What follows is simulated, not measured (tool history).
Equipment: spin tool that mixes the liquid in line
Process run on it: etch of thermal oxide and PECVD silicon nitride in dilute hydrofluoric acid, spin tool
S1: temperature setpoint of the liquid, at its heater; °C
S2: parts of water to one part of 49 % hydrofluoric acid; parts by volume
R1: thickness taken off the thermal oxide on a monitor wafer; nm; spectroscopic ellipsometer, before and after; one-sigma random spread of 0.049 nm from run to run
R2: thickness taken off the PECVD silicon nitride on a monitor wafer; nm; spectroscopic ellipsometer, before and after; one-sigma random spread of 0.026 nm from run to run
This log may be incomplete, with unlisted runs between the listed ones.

run 1 hour=0.0 | S1=23.0 S2=245 time_under_the_liquid_(s)=180 | R1=2.7243 R2=4.1742
run 2 hour=2.3 | S1=23.0 S2=160 time_under_the_liquid_(s)=180 | R1=4.5831 R2=6.3723
run 3 hour=3.8 | S1=23.0 S2=205 time_under_the_liquid_(s)=180 | R1=3.4799 R2=5.0277
run 4 hour=6.5 | S1=21.5 S2=190 time_under_the_liquid_(s)=175 | R1=3.3499 R2=4.7619
run 5 hour=10.5 | S1=20.5 S2=175 time_under_the_liquid_(s)=165 | R1=3.4738 R2=4.5451
run 6 hour=19.4 | S1=20.0 S2=170 time_under_the_liquid_(s)=160 | R1=3.3779 R2=4.4081
run 7 hour=22.6 | S1=19.5 S2=160 time_under_the_liquid_(s)=155 | R1=3.4538 R2=4.3507

Expected results for the next run?
run 8 hour=25.5 | S1=19.0 S2=155 time_under_the_liquid_(s)=155 | R1=? R2=?

{"run 8": {"R1": 3.5069, "R2": 4.3611}}

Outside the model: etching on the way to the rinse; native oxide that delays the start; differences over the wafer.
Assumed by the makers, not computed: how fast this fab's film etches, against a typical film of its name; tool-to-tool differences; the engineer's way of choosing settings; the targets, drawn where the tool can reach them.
